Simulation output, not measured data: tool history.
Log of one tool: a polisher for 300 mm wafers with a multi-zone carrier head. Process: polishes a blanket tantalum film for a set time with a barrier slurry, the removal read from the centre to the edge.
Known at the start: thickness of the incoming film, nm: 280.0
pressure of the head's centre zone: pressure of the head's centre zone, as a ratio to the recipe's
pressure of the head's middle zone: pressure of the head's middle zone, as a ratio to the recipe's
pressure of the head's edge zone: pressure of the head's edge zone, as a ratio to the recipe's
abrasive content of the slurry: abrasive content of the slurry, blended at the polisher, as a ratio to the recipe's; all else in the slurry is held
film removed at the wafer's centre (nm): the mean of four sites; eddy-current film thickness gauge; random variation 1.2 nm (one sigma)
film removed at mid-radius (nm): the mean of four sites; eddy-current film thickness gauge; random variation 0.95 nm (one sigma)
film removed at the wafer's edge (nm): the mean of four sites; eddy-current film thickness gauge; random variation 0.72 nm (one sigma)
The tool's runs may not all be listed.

run  hour  flow of slurry (ml/min)  pressure of the head's centre zone  pressure of the head's middle zone  pressure of the head's edge zone  abrasive content of the slurry  polishing time (s)  film removed at the wafer's centre (nm)  film removed at mid-radius (nm)  film removed at the wafer's edge (nm)
  1   0.0                      150                                1.00                                1.00                              1.00                            1.00                  47                                   79.460                           81.033                                 81.909
  2   8.4                      150                                1.00                                1.00                              1.00                            0.90                  47                                   76.023                           77.816                                 79.577
  3  17.0                      150                                1.00                                1.00                              1.00                            0.90                  56                                   92.884                           94.602                                 93.729
  4  21.0                      150                                1.00                                1.00                              1.00                            0.80                  56                                   88.242                           88.028                                 89.953
  5  23.3                      150                                1.00                                1.00                              1.00                            0.80                  60                                   94.030                           95.849                                 96.203
  6  26.2                      150                                1.00                                1.00                              1.00                            0.80                  71                                  107.450                          113.860                                114.900

Forecast run 7:
  7  35.0                      145                                0.98                                1.00                              0.97                            0.75                  71                                        ?                                ?                                      ?

Run 7 gave film removed at the wafer's centre (nm) 106.280, film removed at mid-radius (nm) 107.730, film removed at the wafer's edge (nm) 107.960.
